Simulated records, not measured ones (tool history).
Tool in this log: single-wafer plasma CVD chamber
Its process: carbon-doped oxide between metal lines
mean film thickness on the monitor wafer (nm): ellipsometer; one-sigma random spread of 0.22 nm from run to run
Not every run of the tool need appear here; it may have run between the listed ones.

run	hour	heater temperature setpoint (deg C)	chamber pressure (Pa)	RF power (W)	deposition time (s)	mean film thickness on the monitor wafer (nm)
1	0	365	804	435	13.7	60.135
2	0.5	370	804	435	13.7	59.716
3	4.1	370	804	475	13.7	63.415
4	7.7	371	789	460	13.7	62.066
5	15.2	371	656	460	13.7	60.528
6	20.8	381	656	460	13.7	59.574
7	22.4	381	648	450	13.7	58.046
8	25.6	381	636	445	13.7	57.843
9	27.8	381	628	440	13.7	57.151
10	29	381	619	435	13.7	56.153
11	31.8	381	609	435	13.7	56.723
12	37.8	381	603	430	13.7	55.685
13	44.7	381	595	430	13.7	55.358

Forecast run 14:
14	52	381	588	430	13.7	?

mean film thickness on the monitor wafer (nm): 55.497
